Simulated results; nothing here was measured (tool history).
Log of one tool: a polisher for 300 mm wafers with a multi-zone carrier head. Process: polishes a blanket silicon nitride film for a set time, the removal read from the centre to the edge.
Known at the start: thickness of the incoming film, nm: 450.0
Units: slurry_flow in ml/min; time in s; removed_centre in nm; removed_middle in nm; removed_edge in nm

run,hour,slurry_flow,centre_zone,middle_zone,edge_zone,time,removed_centre,removed_middle,removed_edge
1,0,215,1,1,1,67,116,113.18,115.5
2,5.5,225,1.03,1.02,1.03,68,122.55,116.6,120.4
3,7.6,225,1.12,1.02,1.03,68,128.08,118.3,116.41
4,8.3,240,1.13,1.03,1.05,69,131.78,120.76,122.74
5,11.6,240,1.16,1.03,1.05,69,132.61,121.12,121.68
6,16.1,240,1.19,1.03,1.05,69,134.89,120.79,121.59
7,18.5,250,1.19,1.04,1.04,70,136.78,123.64,123.9

Run 8 comes next. What will it give?
8,27.4,245,1.19,1.04,1.04,72,?,?,?

Run 8 gave removed_centre 142.51 nm, removed_middle 127.03 nm, removed_edge 128.28 nm.
